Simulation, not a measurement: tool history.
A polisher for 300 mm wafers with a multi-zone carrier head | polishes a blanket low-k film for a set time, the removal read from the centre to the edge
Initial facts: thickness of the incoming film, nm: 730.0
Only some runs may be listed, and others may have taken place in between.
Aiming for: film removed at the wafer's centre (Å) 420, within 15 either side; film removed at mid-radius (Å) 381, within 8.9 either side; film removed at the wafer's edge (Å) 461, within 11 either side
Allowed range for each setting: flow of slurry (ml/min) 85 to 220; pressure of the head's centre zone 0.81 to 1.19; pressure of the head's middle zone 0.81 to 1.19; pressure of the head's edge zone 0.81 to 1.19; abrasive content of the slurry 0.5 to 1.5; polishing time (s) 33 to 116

run  hour  flow of slurry (ml/min)  pressure of the head's centre zone  pressure of the head's middle zone  pressure of the head's edge zone  abrasive content of the slurry  polishing time (s)  film removed at the wafer's centre (Å)  film removed at mid-radius (Å)  film removed at the wafer's edge (Å)
  1     0                      140                                   1                                   1                                 1                               1                  74                                  311.28                          302.85                                320.24
  2   6.7                      140                                   1                                1.04                                 1                               1                  74                                  308.34                          317.66                                321.26
  3  10.4                      145                                   1                                1.02                              1.04                             1.1                  74                                  327.53                           326.5                                341.86
  4  15.7                      145                                   1                                1.02                              1.04                             1.1                  67                                  292.25                          298.22                                306.23
  5  17.1                      140                                   1                                   1                              1.07                             1.2                  70                                  322.27                             315                                336.74
  6    18                      140                                   1                                   1                              1.07                             1.2                  87                                  394.16                          391.33                                421.74
  7  24.6                      140                                   1                                   1                              1.07                             1.2                  87                                  389.27                          388.53                                421.75
  8  30.5                      145                                   1                                0.98                              1.09                             1.2                  87                                  397.61                          391.61                                428.35
  9  37.2                      145                                   1                                0.96                              1.11                             1.2                  87                                  401.62                          377.36                                425.77
 10    38                      145                                0.99                                0.95                              1.13                            1.25                  87                                  409.97                          384.62                                 445.3
 11  44.9                      145                                0.99                                0.94                              1.14                            1.25                  87                                  397.93                          379.64                                444.36

Which of these 4 next moves meets every target?
  A  51.8                      145                                0.95                                0.94                              1.19                             1.1                  93                                       ?                               ?                                     ?
  B  51.8                      125                                1.15                                0.89                              1.17                            1.15                  94                                       ?                               ?                                     ?
  C  51.8                      130                                1.02                                0.93                              1.17                             1.5                  84                                       ?                               ?                                     ?
  D  51.8                      110                                0.95                                0.98                                 1                             1.1                  94                                       ?                               ?                                     ?

move  film removed at the wafer's centre (Å)  film removed at mid-radius (Å)  film removed at the wafer's edge (Å)
   A                                  391.89                             386                                460.36
   B                                  459.91                          369.48                                461.56
   C                                  416.83                          384.36                                461.34
   D                                  372.22                          382.62                                   410
A: meets the target for the result that was furthest off, but another lies outside its allowed miss
B: meets the target for the result that was furthest off, but another lies outside its allowed miss
C: all results in spec
D: moves away from the targets compared with the last run
Go with C: it meets all targets.
